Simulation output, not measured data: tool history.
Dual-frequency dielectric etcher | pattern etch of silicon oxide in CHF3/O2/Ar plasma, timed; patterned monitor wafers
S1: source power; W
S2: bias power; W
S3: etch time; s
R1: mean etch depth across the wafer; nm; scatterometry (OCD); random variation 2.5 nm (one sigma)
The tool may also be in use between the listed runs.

Run 1, hour 0.0: S1 800 W, S2 149 W, S3 229.5 s. Result: R1 486.71 nm.
Run 2, hour 4.8: S1 800 W, S2 128 W, S3 229.5 s. Result: R1 462.89 nm.
Run 3, hour 9.5: S1 790 W, S2 127 W, S3 229.5 s. Result: R1 458.26 nm.
Run 4, hour 12.4: S1 790 W, S2 142 W, S3 229.5 s. Result: R1 476.11 nm.
Run 5, hour 18.7: S1 790 W, S2 159 W, S3 229.5 s. Result: R1 486.57 nm.
Run 6, hour 21.3: S1 760 W, S2 158 W, S3 229.5 s. Result: R1 482.74 nm.

Run 7 comes next. What will it give?
Run 7, hour 25.7: S1 730 W, S2 157 W, S3 229.5 s. Result: R1 ?.

R1: 471.05 nm
